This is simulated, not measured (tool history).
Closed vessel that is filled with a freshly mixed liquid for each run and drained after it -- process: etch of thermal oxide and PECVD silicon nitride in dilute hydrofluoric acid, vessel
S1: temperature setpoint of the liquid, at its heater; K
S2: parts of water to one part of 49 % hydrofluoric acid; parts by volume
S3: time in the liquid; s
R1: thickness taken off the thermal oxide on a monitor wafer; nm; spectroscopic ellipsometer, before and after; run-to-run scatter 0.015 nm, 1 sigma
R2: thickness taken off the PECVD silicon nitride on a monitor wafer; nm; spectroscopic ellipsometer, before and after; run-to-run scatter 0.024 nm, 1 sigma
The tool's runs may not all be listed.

| run | day | S1 | S2 | S3 | R1 | R2 |
|---|---|---|---|---|---|---|
| 1 | 0.000 | 293.15 | 65 | 65 | 3.6073 | 2.3741 |
| 2 | 0.204 | 294.65 | 75 | 65 | 3.2548 | 2.2592 |
| 3 | 0.462 | 294.65 | 75 | 80 | 4.0371 | 2.7450 |
| 4 | 0.592 | 294.65 | 75 | 65 | 3.2307 | 2.2224 |
| 5 | 0.979 | 294.65 | 90 | 65 | 2.6726 | 1.9141 |
| 6 | 1.129 | 295.65 | 90 | 65 | 2.7655 | 2.0535 |
| 7 | 1.300 | 296.15 | 90 | 65 | 2.8484 | 2.0590 |

The next listed run, before its measurement:
| 8 | 1.596 | 297.15 | 95 | 65 | ? | ? |

R1: 2.7575 nm
R2: 2.1150 nm

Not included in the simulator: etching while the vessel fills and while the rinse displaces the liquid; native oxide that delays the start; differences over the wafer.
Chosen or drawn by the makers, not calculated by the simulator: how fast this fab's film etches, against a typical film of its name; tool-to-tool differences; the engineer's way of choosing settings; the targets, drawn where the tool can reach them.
